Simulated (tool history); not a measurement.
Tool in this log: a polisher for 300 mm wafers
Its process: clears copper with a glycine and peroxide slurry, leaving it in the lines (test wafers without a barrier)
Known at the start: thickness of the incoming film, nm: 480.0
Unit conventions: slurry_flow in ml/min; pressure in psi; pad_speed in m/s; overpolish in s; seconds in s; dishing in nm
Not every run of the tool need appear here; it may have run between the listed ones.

Run 1, hour 0: slurry_flow 285 ml/min, pressure 2.1 psi, pad_speed 0.86 m/s, overpolish 26 s. Result: seconds 124.76 s, dishing 31.128 nm.
Run 2, hour 3.3: slurry_flow 285 ml/min, pressure 2.1 psi, pad_speed 0.78 m/s, overpolish 26 s. Result: seconds 134.41 s, dishing 32.293 nm.
Run 3, hour 9.2: slurry_flow 285 ml/min, pressure 2.1 psi, pad_speed 0.58 m/s, overpolish 26 s. Result: seconds 156.35 s, dishing 30.911 nm.
Run 4, hour 10.5: slurry_flow 285 ml/min, pressure 2.1 psi, pad_speed 0.58 m/s, overpolish 23 s. Result: seconds 156.75 s, dishing 30.37 nm.
Run 5, hour 11.2: slurry_flow 285 ml/min, pressure 2.1 psi, pad_speed 0.66 m/s, overpolish 23 s. Result: seconds 147.57 s, dishing 30.877 nm.
At hour 11.9: worn pad replaced by a new one.
Run 6, hour 11.9: slurry_flow 285 ml/min, pressure 2.1 psi, pad_speed 0.66 m/s, overpolish 20 s. Result: seconds 133.83 s, dishing 29.782 nm.
Run 7, hour 13: slurry_flow 285 ml/min, pressure 2 psi, pad_speed 0.64 m/s, overpolish 19 s. Result: seconds 139.43 s, dishing 28.554 nm.
Run 8, hour 20.3: slurry_flow 285 ml/min, pressure 1.9 psi, pad_speed 0.62 m/s, overpolish 19 s. Result: seconds 144.8 s, dishing 30.511 nm.
Run 9, hour 24.7: slurry_flow 205 ml/min, pressure 2.3 psi, pad_speed 0.38 m/s, overpolish 8 s. Result: seconds 165.65 s, dishing 17.238 nm.
Run 10, hour 32.6: slurry_flow 230 ml/min, pressure 2.3 psi, pad_speed 0.4 m/s, overpolish 9 s. Result: seconds 163.08 s, dishing 19.14 nm.
Run 11, hour 41: slurry_flow 310 ml/min, pressure 2.3 psi, pad_speed 0.4 m/s, overpolish 22 s. Result: seconds 158.22 s, dishing 31.066 nm.
Run 12, hour 47.2: slurry_flow 305 ml/min, pressure 2.3 psi, pad_speed 0.4 m/s, overpolish 22 s. Result: seconds 160.96 s, dishing 30.211 nm.

Expected results for the next run?
Run 13, hour 49.8: slurry_flow 300 ml/min, pressure 2.3 psi, pad_speed 0.4 m/s, overpolish 22 s. Result: seconds ?, dishing ?.

Run 13 measured seconds 156.59 s, dishing 31.39 nm.
